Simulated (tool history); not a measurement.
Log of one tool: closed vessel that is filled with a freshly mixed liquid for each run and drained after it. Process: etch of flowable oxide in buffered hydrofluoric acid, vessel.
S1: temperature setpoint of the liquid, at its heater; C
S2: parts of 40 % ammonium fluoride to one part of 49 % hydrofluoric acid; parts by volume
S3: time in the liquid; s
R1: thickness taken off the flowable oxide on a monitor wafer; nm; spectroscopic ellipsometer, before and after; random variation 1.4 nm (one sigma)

run 1 hour=0.0 | S1=21.0 S2=15.5 S3=100 | R1=219.36
run 2 hour=6.2 | S1=21.0 S2=18.0 S3=100 | R1=188.39
run 3 hour=14.8 | S1=21.0 S2=21.5 S3=100 | R1=161.26
run 4 hour=15.7 | S1=22.0 S2=21.0 S3=100 | R1=173.06
run 5 hour=21.8 | S1=23.0 S2=21.0 S3=100 | R1=183.72
run 6 hour=25.6 | S1=23.5 S2=21.0 S3=100 | R1=186.03

The next listed run, before its measurement:
run 7 hour=34.7 | S1=24.0 S2=20.5 S3=100 | R1=?

Run 7 gave R1 196.45 nm.
